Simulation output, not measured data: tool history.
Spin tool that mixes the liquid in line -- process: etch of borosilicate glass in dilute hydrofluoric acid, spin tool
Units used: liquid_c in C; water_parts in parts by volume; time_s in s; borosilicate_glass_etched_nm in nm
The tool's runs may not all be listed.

run  hour  liquid_c  water_parts  time_s  borosilicate_glass_etched_nm
  1   0.0      22.0          100      25                        6.5850
  2   8.9      22.0           85      25                        7.7598
  3  17.5      22.0           85      25                        7.9244
  4  25.1      21.5           90      25                        7.2282
  5  32.0      21.0           95      25                        6.5702
  6  33.5      24.0           95      25                        7.3598
  7  39.3      23.0          100      25                        6.8055

The next listed run, before its measurement:
  8  46.8      22.0          100      25                             ?

{"run 8": {"borosilicate_glass_etched_nm": 6.6293}}
